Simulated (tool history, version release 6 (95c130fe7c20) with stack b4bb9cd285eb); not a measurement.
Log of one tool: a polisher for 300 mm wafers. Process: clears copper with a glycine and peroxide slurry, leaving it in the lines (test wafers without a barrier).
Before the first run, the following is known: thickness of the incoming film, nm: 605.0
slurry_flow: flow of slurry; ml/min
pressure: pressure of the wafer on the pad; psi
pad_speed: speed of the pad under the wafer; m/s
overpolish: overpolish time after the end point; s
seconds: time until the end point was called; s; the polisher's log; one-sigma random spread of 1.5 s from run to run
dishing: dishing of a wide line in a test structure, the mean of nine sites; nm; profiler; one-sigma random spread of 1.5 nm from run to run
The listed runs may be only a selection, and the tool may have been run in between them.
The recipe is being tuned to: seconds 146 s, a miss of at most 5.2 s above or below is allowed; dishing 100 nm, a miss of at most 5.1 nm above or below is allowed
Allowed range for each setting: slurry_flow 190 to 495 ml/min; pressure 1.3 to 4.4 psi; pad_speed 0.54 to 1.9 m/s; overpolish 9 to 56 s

Run 1, hour 0: slurry_flow 320 ml/min, pressure 2.8 psi, pad_speed 1.22 m/s, overpolish 29 s. Result: seconds 110.82 s, dishing 100.55 nm.
Run 2, hour 2.3: slurry_flow 320 ml/min, pressure 2.8 psi, pad_speed 1.34 m/s, overpolish 29 s. Result: seconds 102.2 s, dishing 104.6 nm.
Run 3, hour 11.1: slurry_flow 320 ml/min, pressure 2.8 psi, pad_speed 1.16 m/s, overpolish 29 s. Result: seconds 115.2 s, dishing 95.104 nm.
Run 4, hour 12.1: slurry_flow 320 ml/min, pressure 2.8 psi, pad_speed 1.04 m/s, overpolish 29 s. Result: seconds 125.97 s, dishing 91.592 nm.
Run 5, hour 14.2: slurry_flow 320 ml/min, pressure 2.7 psi, pad_speed 1.04 m/s, overpolish 30 s. Result: seconds 129.26 s, dishing 93.023 nm.
Run 6, hour 17.3: slurry_flow 320 ml/min, pressure 2.7 psi, pad_speed 1.04 m/s, overpolish 31 s. Result: seconds 131.88 s, dishing 94.724 nm.
Run 7, hour 25: slurry_flow 320 ml/min, pressure 2.7 psi, pad_speed 1.04 m/s, overpolish 32 s. Result: seconds 130.82 s, dishing 97.17 nm.
Run 8, hour 29.9: slurry_flow 320 ml/min, pressure 2.5 psi, pad_speed 1.04 m/s, overpolish 34 s. Result: seconds 139.97 s, dishing 96.314 nm.

Pick the move, out of 5, that brings all results within their allowed miss; only one does.
Run A, hour 34.8: slurry_flow 315 ml/min, pressure 1.9 psi, pad_speed 1.14 m/s, overpolish 36 s. Result: seconds ?, dishing ?.
Run B, hour 34.8: slurry_flow 285 ml/min, pressure 2.5 psi, pad_speed 0.98 m/s, overpolish 34 s. Result: seconds ?, dishing ?.
Run C, hour 34.8: slurry_flow 295 ml/min, pressure 1.8 psi, pad_speed 1.16 m/s, overpolish 39 s. Result: seconds ?, dishing ?.
Run D, hour 34.8: slurry_flow 225 ml/min, pressure 2.2 psi, pad_speed 1.14 m/s, overpolish 40 s. Result: seconds ?, dishing ?.
Run E, hour 34.8: slurry_flow 365 ml/min, pressure 1.6 psi, pad_speed 1.42 m/s, overpolish 34 s. Result: seconds ?, dishing ?.

move  seconds  dishing
   A   156.77   89.099
   B   146.45   92.169
   C   161.67   91.764
   D   146.61   101.46
   E   146.71   87.411
A: takes the biggest miss from the last run beyond its target
B: meets the target for the result that was furthest off, but another lies outside its allowed miss
C: takes the biggest miss from the last run beyond its target
D: meets every target
E: meets the target for the result that was furthest off, but another lies outside its allowed miss
The right move is D.

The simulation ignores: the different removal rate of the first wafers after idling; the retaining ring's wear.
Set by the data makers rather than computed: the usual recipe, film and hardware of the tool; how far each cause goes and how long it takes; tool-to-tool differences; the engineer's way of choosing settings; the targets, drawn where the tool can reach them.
